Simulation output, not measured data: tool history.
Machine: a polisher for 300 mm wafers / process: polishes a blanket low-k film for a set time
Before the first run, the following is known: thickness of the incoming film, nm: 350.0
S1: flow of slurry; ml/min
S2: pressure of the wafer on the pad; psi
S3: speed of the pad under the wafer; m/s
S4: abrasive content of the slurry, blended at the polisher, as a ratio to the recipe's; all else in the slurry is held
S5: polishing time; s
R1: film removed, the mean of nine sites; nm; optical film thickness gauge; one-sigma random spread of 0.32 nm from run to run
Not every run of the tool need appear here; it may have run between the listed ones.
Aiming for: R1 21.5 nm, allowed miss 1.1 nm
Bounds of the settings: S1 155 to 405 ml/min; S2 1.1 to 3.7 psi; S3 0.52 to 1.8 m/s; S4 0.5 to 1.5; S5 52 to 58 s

Run 1, hour 0: S1 260 ml/min, S2 2.4 psi, S3 1.16 m/s, S4 1, S5 58 s. Result: R1 26.647 nm.
Run 2, hour 2.8: S1 260 ml/min, S2 2.2 psi, S3 1.16 m/s, S4 1, S5 58 s. Result: R1 24.711 nm.
Run 3, hour 9.5: S1 260 ml/min, S2 2.1 psi, S3 1.16 m/s, S4 1, S5 58 s. Result: R1 24.087 nm.
Run 4, hour 14.5: S1 260 ml/min, S2 2.1 psi, S3 1.16 m/s, S4 1, S5 58 s. Result: R1 24.12 nm.
Run 5, hour 21: S1 260 ml/min, S2 2 psi, S3 1.16 m/s, S4 1, S5 58 s. Result: R1 22.718 nm.
Run 6, hour 23.5: S1 260 ml/min, S2 2 psi, S3 1.32 m/s, S4 1, S5 58 s. Result: R1 25.655 nm.
Run 7, hour 28.9: S1 260 ml/min, S2 1.9 psi, S3 1.32 m/s, S4 1, S5 58 s. Result: R1 24.313 nm.
Run 8, hour 37.8: S1 260 ml/min, S2 1.8 psi, S3 1.32 m/s, S4 1, S5 58 s. Result: R1 23.079 nm.

Which single option among these 5 for the next run brings every result within its allowed miss of target? Just one does.
Run A, hour 46.7: S1 275 ml/min, S2 2.1 psi, S3 1.36 m/s, S4 0.85, S5 56 s. Result: R1 ?.
Run B, hour 46.7: S1 255 ml/min, S2 1.9 psi, S3 1.18 m/s, S4 0.95, S5 52 s. Result: R1 ?.
Run C, hour 46.7: S1 265 ml/min, S2 1.7 psi, S3 1.3 m/s, S4 1.1, S5 52 s. Result: R1 ?.
Run D, hour 46.7: S1 265 ml/min, S2 1.7 psi, S3 1.28 m/s, S4 1, S5 52 s. Result: R1 ?.
Run E, hour 46.7: S1 290 ml/min, S2 1.9 psi, S3 1.22 m/s, S4 0.95, S5 56 s. Result: R1 ?.

move      R1
   A  24.711
   B   19.17
   C  19.452
   D  18.688
   E  21.467
A: further off than the last run
B: moves the result that the last run missed by most past its target, out the other side
C: moves the result that the last run missed by most past its target, out the other side
D: moves the result that the last run missed by most past its target, out the other side
E: each result inside its tolerance
Correct choice: E, which meets every target

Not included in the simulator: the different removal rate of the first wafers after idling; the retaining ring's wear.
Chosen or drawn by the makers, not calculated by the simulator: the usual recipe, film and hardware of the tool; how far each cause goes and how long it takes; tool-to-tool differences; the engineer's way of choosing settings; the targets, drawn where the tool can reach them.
